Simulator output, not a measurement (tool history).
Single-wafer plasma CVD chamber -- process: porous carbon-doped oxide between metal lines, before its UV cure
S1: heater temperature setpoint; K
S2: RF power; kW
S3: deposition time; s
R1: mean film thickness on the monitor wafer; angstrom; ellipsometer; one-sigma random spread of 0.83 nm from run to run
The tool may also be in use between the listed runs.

{"run": 1, "hour": 0.0, "S1": 583.15, "S2": 0.45, "S3": 32.3, "R1": 1399.9}
{"run": 2, "hour": 3.0, "S1": 583.15, "S2": 0.395, "S3": 32.3, "R1": 1242.0}
{"run": 3, "hour": 5.7, "S1": 583.15, "S2": 0.42, "S3": 32.3, "R1": 1323.6}
{"run": 4, "hour": 7.6, "S1": 583.15, "S2": 0.42, "S3": 30.6, "R1": 1251.8}
{"run": 5, "hour": 10.8, "S1": 581.15, "S2": 0.425, "S3": 30.6, "R1": 1276.9}
{"run": 6, "hour": 15.6, "S1": 579.15, "S2": 0.435, "S3": 30.6, "R1": 1315.9}
{"run": 7, "hour": 24.2, "S1": 577.15, "S2": 0.44, "S3": 30.6, "R1": 1350.8}

Run 8 is up next; what results do you expect?
{"run": 8, "hour": 29.2, "S1": 575.15, "S2": 0.445, "S3": 30.6, "R1": "?"}

R1: 1376.8 angstrom
